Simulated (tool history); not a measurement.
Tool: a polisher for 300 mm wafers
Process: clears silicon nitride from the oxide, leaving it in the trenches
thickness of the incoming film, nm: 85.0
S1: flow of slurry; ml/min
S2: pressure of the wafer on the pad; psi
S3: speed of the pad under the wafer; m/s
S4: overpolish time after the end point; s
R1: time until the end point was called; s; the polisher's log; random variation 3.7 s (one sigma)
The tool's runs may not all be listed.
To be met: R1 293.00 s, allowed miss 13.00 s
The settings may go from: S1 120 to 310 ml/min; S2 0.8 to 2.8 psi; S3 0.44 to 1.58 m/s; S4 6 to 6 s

Run 1, hour 0.0: S1 200 ml/min, S2 1.8 psi, S3 1.00 m/s, S4 6 s. Result: R1 145.33 s.
Run 2, hour 8.3: S1 200 ml/min, S2 1.8 psi, S3 0.88 m/s, S4 6 s. Result: R1 163.22 s.
Run 3, hour 15.1: S1 155 ml/min, S2 1.8 psi, S3 0.88 m/s, S4 6 s. Result: R1 163.51 s.
Run 4, hour 18.7: S1 155 ml/min, S2 1.8 psi, S3 0.88 m/s, S4 6 s. Result: R1 162.97 s.
Run 5, hour 25.5: S1 155 ml/min, S2 1.8 psi, S3 1.02 m/s, S4 6 s. Result: R1 152.38 s.
Run 6, hour 30.3: S1 155 ml/min, S2 1.6 psi, S3 0.98 m/s, S4 6 s. Result: R1 170.97 s.
Run 7, hour 33.4: S1 155 ml/min, S2 1.4 psi, S3 0.94 m/s, S4 6 s. Result: R1 203.06 s.
Run 8, hour 39.9: S1 155 ml/min, S2 1.3 psi, S3 0.94 m/s, S4 6 s. Result: R1 213.52 s.
Run 9, hour 48.3: S1 155 ml/min, S2 1.2 psi, S3 0.94 m/s, S4 6 s. Result: R1 235.95 s.
Run 10, hour 52.4: S1 155 ml/min, S2 1.1 psi, S3 0.94 m/s, S4 6 s. Result: R1 248.68 s.
Run 11, hour 60.1: S1 155 ml/min, S2 1.0 psi, S3 0.94 m/s, S4 6 s. Result: R1 274.20 s.

4 next moves are on the table. One of them brings every result within its allowed miss. Which?
Run A, hour 67.8: S1 175 ml/min, S2 1.2 psi, S3 0.64 m/s, S4 6 s. Result: R1 ?.
Run B, hour 67.8: S1 160 ml/min, S2 1.1 psi, S3 0.86 m/s, S4 6 s. Result: R1 ?.
Run C, hour 67.8: S1 150 ml/min, S2 1.0 psi, S3 1.04 m/s, S4 6 s. Result: R1 ?.
Run D, hour 67.8: S1 130 ml/min, S2 1.0 psi, S3 0.98 m/s, S4 6 s. Result: R1 ?.

move      R1
   A  290.46
   B  266.43
   C  259.02
   D  274.02
A: meets every target
B: further off than the last run
C: further off than the last run
D: as far off as the last run
Move A is the one to make.
